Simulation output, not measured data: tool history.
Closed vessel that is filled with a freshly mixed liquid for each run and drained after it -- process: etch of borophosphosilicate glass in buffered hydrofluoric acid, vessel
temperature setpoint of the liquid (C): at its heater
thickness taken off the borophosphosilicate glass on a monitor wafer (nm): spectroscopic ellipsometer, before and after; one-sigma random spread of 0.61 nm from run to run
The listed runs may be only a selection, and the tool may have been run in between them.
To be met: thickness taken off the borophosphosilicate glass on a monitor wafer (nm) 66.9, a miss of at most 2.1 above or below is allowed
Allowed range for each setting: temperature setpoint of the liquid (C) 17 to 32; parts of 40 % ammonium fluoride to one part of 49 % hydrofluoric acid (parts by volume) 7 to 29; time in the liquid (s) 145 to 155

| run | day | temperature setpoint of the liquid (C) | parts of 40 % ammonium fluoride to one part of 49 % hydrofluoric acid (parts by volume) | time in the liquid (s) | thickness taken off the borophosphosilicate glass on a monitor wafer (nm) |
|---|---|---|---|---|---|
| 1 | 0 | 24 | 18 | 145 | 113.72 |
| 2 | 0.075 | 24 | 18 | 155 | 122.15 |
| 3 | 0.167 | 22 | 19 | 155 | 103.31 |
| 4 | 0.333 | 22 | 17 | 155 | 114.08 |
| 5 | 0.692 | 20.5 | 18 | 155 | 101.41 |
| 6 | 0.896 | 19.5 | 19 | 155 | 90.566 |
| 7 | 0.996 | 19 | 20 | 155 | 81.488 |
| 8 | 1.025 | 18.5 | 20.5 | 155 | 79.893 |
| 9 | 1.342 | 18 | 21 | 155 | 77.008 |
| 10 | 1.375 | 17.5 | 21.5 | 155 | 72.946 |
| 11 | 1.433 | 17.5 | 22 | 155 | 71.096 |

Of the 4 settings listed for the next run, only one would bring every result within its allowed miss of target. Which one?
| A | 1.492 | 18.5 | 23.5 | 145 | ? |
| B | 1.492 | 17.5 | 20.5 | 155 | ? |
| C | 1.492 | 17 | 18 | 150 | ? |
| D | 1.492 | 19.5 | 23 | 150 | ? |

| move | thickness taken off the borophosphosilicate glass on a monitor wafer (nm) |
|---|---|
| A | 67.176 |
| B | 74.632 |
| C | 79.303 |
| D | 74.597 |
A: hits every target within its allowed miss
B: lands further from the targets than the last run did
C: lands further from the targets than the last run did
D: lands further from the targets than the last run did
Correct choice: A, which meets every target

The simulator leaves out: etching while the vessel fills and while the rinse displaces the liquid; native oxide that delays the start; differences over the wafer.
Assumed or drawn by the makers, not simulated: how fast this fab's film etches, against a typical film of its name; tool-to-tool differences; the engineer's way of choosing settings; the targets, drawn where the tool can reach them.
